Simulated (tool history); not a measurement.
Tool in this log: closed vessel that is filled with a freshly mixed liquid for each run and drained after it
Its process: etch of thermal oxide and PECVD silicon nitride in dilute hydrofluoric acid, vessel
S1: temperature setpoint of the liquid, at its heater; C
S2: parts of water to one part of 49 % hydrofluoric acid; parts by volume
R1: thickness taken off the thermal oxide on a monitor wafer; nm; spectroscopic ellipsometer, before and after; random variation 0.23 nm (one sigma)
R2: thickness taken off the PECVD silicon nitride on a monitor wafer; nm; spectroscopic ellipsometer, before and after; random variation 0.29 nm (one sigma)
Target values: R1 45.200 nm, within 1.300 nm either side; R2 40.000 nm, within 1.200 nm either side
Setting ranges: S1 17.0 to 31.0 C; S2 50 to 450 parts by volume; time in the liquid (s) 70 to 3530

run 1 hour=0.0 | S1=23.0 S2=250 time_in_the_liquid_(s)=1800 | R1=33.769 R2=24.991
run 2 hour=6.9 | S1=21.0 S2=250 time_in_the_liquid_(s)=1800 | R1=31.210 R2=22.328
run 3 hour=12.2 | S1=24.0 S2=250 time_in_the_liquid_(s)=1815 | R1=34.921 R2=27.193
run 4 hour=21.3 | S1=25.5 S2=245 time_in_the_liquid_(s)=1800 | R1=38.174 R2=29.838
run 5 hour=26.6 | S1=25.5 S2=310 time_in_the_liquid_(s)=1800 | R1=27.893 R2=23.850
run 6 hour=28.3 | S1=25.5 S2=310 time_in_the_liquid_(s)=2420 | R1=37.549 R2=31.855
run 7 hour=32.8 | S1=26.5 S2=305 time_in_the_liquid_(s)=2400 | R1=39.353 R2=34.186
run 8 hour=36.0 | S1=26.5 S2=305 time_in_the_liquid_(s)=2400 | R1=39.618 R2=33.916
run 9 hour=40.4 | S1=27.0 S2=300 time_in_the_liquid_(s)=2390 | R1=40.645 R2=35.828
run 10 hour=49.4 | S1=27.5 S2=295 time_in_the_liquid_(s)=2375 | R1=42.515 R2=36.665
run 11 hour=51.7 | S1=28.0 S2=295 time_in_the_liquid_(s)=2375 | R1=42.946 R2=38.148
run 12 hour=54.7 | S1=28.0 S2=290 time_in_the_liquid_(s)=2365 | R1=43.471 R2=38.635

Which single option among these 4 for the next run brings every result within its allowed miss of target? Just one does.
run A hour=57.7 | S1=30.0 S2=315 time_in_the_liquid_(s)=2265 | R1=? R2=?
run B hour=57.7 | S1=26.5 S2=315 time_in_the_liquid_(s)=3055 | R1=? R2=?
run C hour=57.7 | S1=27.0 S2=315 time_in_the_liquid_(s)=2850 | R1=? R2=?
run D hour=57.7 | S1=29.5 S2=245 time_in_the_liquid_(s)=1995 | R1=? R2=?

move=A R1=40.094 R2=38.364
move=B R1=48.245 R2=42.215
move=C R1=45.762 R2=40.562
move=D R1=48.298 R2=42.472
A: lands further from the targets than the last run did
B: moves the result that the last run missed by most past its target, out the other side
C: meets every target
D: moves the result that the last run missed by most past its target, out the other side
Move C is the one to make.
